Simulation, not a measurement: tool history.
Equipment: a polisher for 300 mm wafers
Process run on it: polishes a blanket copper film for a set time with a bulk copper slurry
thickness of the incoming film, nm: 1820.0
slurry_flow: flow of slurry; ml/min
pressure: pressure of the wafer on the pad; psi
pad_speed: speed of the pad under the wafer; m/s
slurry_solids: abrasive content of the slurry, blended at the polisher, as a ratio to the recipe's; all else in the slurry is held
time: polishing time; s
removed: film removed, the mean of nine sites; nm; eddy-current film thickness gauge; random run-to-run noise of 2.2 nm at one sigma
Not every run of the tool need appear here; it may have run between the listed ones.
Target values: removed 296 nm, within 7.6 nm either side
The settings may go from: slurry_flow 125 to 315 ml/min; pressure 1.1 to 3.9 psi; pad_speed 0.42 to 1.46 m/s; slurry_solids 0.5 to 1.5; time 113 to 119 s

Run 1, hour 0: slurry_flow 205 ml/min, pressure 2.5 psi, pad_speed 0.94 m/s, slurry_solids 1, time 113 s. Result: removed 807.82 nm.
Run 2, hour 6.1: slurry_flow 200 ml/min, pressure 2.1 psi, pad_speed 0.84 m/s, slurry_solids 1, time 113 s. Result: removed 596.93 nm.
Run 3, hour 6.8: slurry_flow 200 ml/min, pressure 2.1 psi, pad_speed 0.84 m/s, slurry_solids 1, time 119 s. Result: removed 630.17 nm.
Run 4, hour 15.8: slurry_flow 225 ml/min, pressure 2.1 psi, pad_speed 0.84 m/s, slurry_solids 1, time 119 s. Result: removed 641.28 nm.
Run 5, hour 23.8: slurry_flow 225 ml/min, pressure 2.1 psi, pad_speed 0.84 m/s, slurry_solids 1.1, time 119 s. Result: removed 661.03 nm.
Run 6, hour 30.4: slurry_flow 225 ml/min, pressure 1.7 psi, pad_speed 0.84 m/s, slurry_solids 1.1, time 119 s. Result: removed 526.17 nm.
Run 7, hour 34.2: slurry_flow 225 ml/min, pressure 1.5 psi, pad_speed 0.78 m/s, slurry_solids 1.1, time 119 s. Result: removed 434.79 nm.
Run 8, hour 38.6: slurry_flow 225 ml/min, pressure 1.4 psi, pad_speed 0.74 m/s, slurry_solids 1.1, time 119 s. Result: removed 392.48 nm.
Run 9, hour 41.6: slurry_flow 225 ml/min, pressure 1.3 psi, pad_speed 0.72 m/s, slurry_solids 1.1, time 119 s. Result: removed 354.39 nm.
Run 10, hour 48.4: slurry_flow 195 ml/min, pressure 1.1 psi, pad_speed 0.66 m/s, slurry_solids 1.1, time 119 s. Result: removed 273.74 nm.
Run 11, hour 51: slurry_flow 205 ml/min, pressure 1.1 psi, pad_speed 0.66 m/s, slurry_solids 1.1, time 119 s. Result: removed 276.92 nm.
Run 12, hour 53.2: slurry_flow 215 ml/min, pressure 1.1 psi, pad_speed 0.66 m/s, slurry_solids 1.1, time 119 s. Result: removed 274.36 nm.
Run 13, hour 54.9: slurry_flow 215 ml/min, pressure 1.3 psi, pad_speed 0.66 m/s, slurry_solids 1.1, time 119 s. Result: removed 324.07 nm.
Run 14, hour 55.7: slurry_flow 205 ml/min, pressure 1.3 psi, pad_speed 0.66 m/s, slurry_solids 1.1, time 119 s. Result: removed 323.52 nm.
Run 15, hour 62.6: slurry_flow 195 ml/min, pressure 1.1 psi, pad_speed 0.66 m/s, slurry_solids 1.1, time 119 s. Result: removed 270.89 nm.
Run 16, hour 67.1: slurry_flow 205 ml/min, pressure 1.1 psi, pad_speed 0.66 m/s, slurry_solids 1.1, time 119 s. Result: removed 276.36 nm.
Run 17, hour 72: slurry_flow 215 ml/min, pressure 1.1 psi, pad_speed 0.66 m/s, slurry_solids 1.1, time 119 s. Result: removed 279.55 nm.

Pick the move, out of 4, that brings all results within their allowed miss; only one does.
Run A, hour 76.9: slurry_flow 185 ml/min, pressure 1.2 psi, pad_speed 0.68 m/s, slurry_solids 1.2, time 113 s. Result: removed ?.
Run B, hour 76.9: slurry_flow 190 ml/min, pressure 1.5 psi, pad_speed 0.58 m/s, slurry_solids 0.9, time 119 s. Result: removed ?.
Run C, hour 76.9: slurry_flow 195 ml/min, pressure 1.4 psi, pad_speed 0.52 m/s, slurry_solids 1.05, time 114 s. Result: removed ?.
Run D, hour 76.9: slurry_flow 190 ml/min, pressure 1.1 psi, pad_speed 0.68 m/s, slurry_solids 1.1, time 116 s. Result: removed ?.

move  removed
   A   292.82
   B   311.24
   C   259.88
   D   273.55
A: all results in spec
B: carries the result that was furthest off beyond its target, to the other side
C: moves away from the targets compared with the last run
D: moves away from the targets compared with the last run
A is the move that brings every result within its allowed miss.

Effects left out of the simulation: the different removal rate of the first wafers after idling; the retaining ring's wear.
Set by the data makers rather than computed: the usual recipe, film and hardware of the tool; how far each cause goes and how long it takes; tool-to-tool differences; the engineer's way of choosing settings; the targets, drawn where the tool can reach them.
